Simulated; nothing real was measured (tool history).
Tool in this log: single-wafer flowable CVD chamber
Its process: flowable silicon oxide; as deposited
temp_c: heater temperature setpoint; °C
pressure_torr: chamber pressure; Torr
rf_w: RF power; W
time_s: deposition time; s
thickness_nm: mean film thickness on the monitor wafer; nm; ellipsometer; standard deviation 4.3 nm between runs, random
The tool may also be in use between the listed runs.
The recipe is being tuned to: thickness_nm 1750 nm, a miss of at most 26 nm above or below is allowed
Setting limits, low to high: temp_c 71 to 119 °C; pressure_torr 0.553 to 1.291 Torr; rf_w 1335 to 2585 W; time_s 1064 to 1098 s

run 1 hour=0 | temp_c=95 pressure_torr=0.922 rf_w=1960 time_s=1064 | thickness_nm=957.95
run 2 hour=7.3 | temp_c=90 pressure_torr=0.923 rf_w=1960 time_s=1064 | thickness_nm=1158.4
run 3 hour=13.8 | temp_c=87 pressure_torr=0.923 rf_w=1960 time_s=1064 | thickness_nm=1278.8
run 4 hour=23 | temp_c=87 pressure_torr=0.923 rf_w=2115 time_s=1064 | thickness_nm=1298.9
run 5 hour=29.8 | temp_c=87 pressure_torr=0.923 rf_w=2115 time_s=1064 | thickness_nm=1302.2
run 6 hour=32.4 | temp_c=85 pressure_torr=0.923 rf_w=2115 time_s=1064 | thickness_nm=1392.4
run 7 hour=37.7 | temp_c=83 pressure_torr=0.923 rf_w=2115 time_s=1064 | thickness_nm=1499.1
run 8 hour=40.8 | temp_c=82 pressure_torr=0.923 rf_w=2115 time_s=1064 | thickness_nm=1550.6
run 9 hour=48.3 | temp_c=81 pressure_torr=0.923 rf_w=2115 time_s=1064 | thickness_nm=1592.8
run 10 hour=54.6 | temp_c=80 pressure_torr=0.923 rf_w=2115 time_s=1064 | thickness_nm=1643.5

Next run, 5 choices. One meets every target within its allowed miss, the rest don't. Which?
run A hour=60.9 | temp_c=81 pressure_torr=0.966 rf_w=2140 time_s=1065 | thickness_nm=?
run B hour=60.9 | temp_c=81 pressure_torr=0.98 rf_w=2000 time_s=1078 | thickness_nm=?
run C hour=60.9 | temp_c=81 pressure_torr=0.961 rf_w=2405 time_s=1098 | thickness_nm=?
run D hour=60.9 | temp_c=81 pressure_torr=0.928 rf_w=2365 time_s=1098 | thickness_nm=?
run E hour=60.9 | temp_c=82 pressure_torr=0.998 rf_w=2080 time_s=1077 | thickness_nm=?

move=A thickness_nm=1672.1
move=B thickness_nm=1691.3
move=C thickness_nm=1749.9
move=D thickness_nm=1686.6
move=E thickness_nm=1683.9
A: gains on the last run, yet a result remains outside its allowed miss
B: gains on the last run, yet a result remains outside its allowed miss
C: in spec on every target
D: gains on the last run, yet a result remains outside its allowed miss
E: gains on the last run, yet a result remains outside its allowed miss
Go with C: it meets all targets.
